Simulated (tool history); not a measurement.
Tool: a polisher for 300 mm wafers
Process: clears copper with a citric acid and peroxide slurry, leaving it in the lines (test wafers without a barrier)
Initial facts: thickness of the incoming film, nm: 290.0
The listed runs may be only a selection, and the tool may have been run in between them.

run,hour,flow of slurry (ml/min),pressure of the wafer on the pad (kPa),speed of the pad under the wafer (m/s),abrasive content of the slurry,overpolish time after the end point (s),time until the end point was called (s),dishing of a wide line in a test structure (nm)
1,0.0,135,14.5,1.14,1.00,18,139.24,20.3560
2,6.1,135,14.5,1.14,1.15,18,136.31,20.5450
3,13.4,150,14.5,1.14,1.15,18,137.41,20.8650
4,22.2,145,14.5,1.16,1.10,17,132.72,19.4520
5,24.5,145,15.9,1.16,1.10,17,122.69,20.9560
6,31.9,145,17.2,1.16,1.10,17,114.90,22.0510
7,35.9,140,16.5,1.20,1.05,16,113.34,21.4800
8,42.5,145,15.9,1.22,1.05,15,116.11,19.3020
9,47.2,145,15.9,1.22,1.05,14,114.21,19.0780
10,49.8,150,15.2,1.24,1.00,13,119.20,17.9720
11,54.9,145,14.5,1.28,1.00,12,121.45,16.1640
12,56.2,110,14.5,1.46,0.95,5,113.61,8.9223
13,63.4,115,14.5,1.46,0.95,5,112.15,8.8050
14,71.2,105,14.5,1.46,0.95,14,114.55,18.9730
15,73.9,110,14.5,1.46,0.95,13,114.87,17.8830
16,77.9,110,14.5,1.44,1.00,13,117.59,17.7940
17,84.2,115,14.5,1.42,1.00,13,116.98,17.9520

Run 18 comes next. What will it give?
18,91.9,115,14.5,1.40,1.00,13,?,?

Run 18 gave time until the end point was called (s) 118.30, dishing of a wide line in a test structure (nm) 18.1410.
